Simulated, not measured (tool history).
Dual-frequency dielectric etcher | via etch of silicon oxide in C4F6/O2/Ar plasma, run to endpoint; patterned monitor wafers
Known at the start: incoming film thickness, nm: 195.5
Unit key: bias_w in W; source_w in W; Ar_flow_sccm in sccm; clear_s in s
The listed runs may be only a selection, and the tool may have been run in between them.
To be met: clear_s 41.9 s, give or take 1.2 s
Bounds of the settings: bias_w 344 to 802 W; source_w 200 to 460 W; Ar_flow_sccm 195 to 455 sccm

run,hour,bias_w,source_w,Ar_flow_sccm,clear_s
1,0,573,330,325,47.607
2,4.5,573,370,325,45.423
3,10.4,588,370,324,45.514
4,18.7,605,380,322,43.799
5,22.8,605,400,322,43.764
6,25,605,400,367,43.617
7,31,613,400,367,43.87
8,37.5,622,400,366,43.486
9,44.9,629,400,365,43.541

Exercise: of the 4 proposed moves below, exactly one satisfies all targets within the stated allowed misses. Which move is it?
A,52.3,597,370,380,?
B,52.3,680,390,338,?
C,52.3,611,390,393,?
D,52.3,682,350,367,?

move,clear_s
A,45.251
B,41.961
C,44.295
D,43.697
A: misses by more than the last run did
B: in spec on every target
C: misses by more than the last run did
D: misses by more than the last run did
B meets every target.
